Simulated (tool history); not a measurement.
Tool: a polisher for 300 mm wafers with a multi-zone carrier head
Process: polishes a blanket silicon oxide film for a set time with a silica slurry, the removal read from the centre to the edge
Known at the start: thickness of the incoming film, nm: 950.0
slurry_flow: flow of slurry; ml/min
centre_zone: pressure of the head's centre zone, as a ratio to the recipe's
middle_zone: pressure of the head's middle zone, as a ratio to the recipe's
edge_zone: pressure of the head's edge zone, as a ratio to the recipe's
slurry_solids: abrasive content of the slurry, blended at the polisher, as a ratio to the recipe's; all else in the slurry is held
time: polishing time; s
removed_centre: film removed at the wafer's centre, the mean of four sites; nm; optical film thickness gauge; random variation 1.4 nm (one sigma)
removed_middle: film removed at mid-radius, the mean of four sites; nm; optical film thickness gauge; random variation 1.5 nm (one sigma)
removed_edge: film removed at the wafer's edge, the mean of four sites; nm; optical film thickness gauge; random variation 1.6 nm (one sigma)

run,hour,slurry_flow,centre_zone,middle_zone,edge_zone,slurry_solids,time,removed_centre,removed_middle,removed_edge
1,0.0,305,1.00,1.00,1.00,1.00,63,155.86,151.20,156.23
2,3.9,305,1.08,1.00,1.00,1.00,63,162.93,151.85,154.02
3,5.9,305,1.08,0.93,1.00,1.00,63,163.11,144.12,153.98
4,11.0,300,1.03,0.97,0.99,0.95,63,154.25,146.24,147.94
5,18.7,295,0.99,1.00,0.99,0.90,63,146.75,146.88,146.16
6,19.7,295,0.93,1.00,0.99,0.90,63,138.13,147.57,148.21
7,20.8,290,0.91,1.01,0.97,0.90,63,138.23,145.75,148.71
8,25.1,290,0.90,1.03,0.97,0.85,63,131.39,142.84,147.14

The next listed run, before its measurement:
9,29.3,300,0.89,1.06,0.94,0.85,63,?,?,?

{"run 9": {"removed_centre": 132.47, "removed_middle": 146.55, "removed_edge": 140.86}}
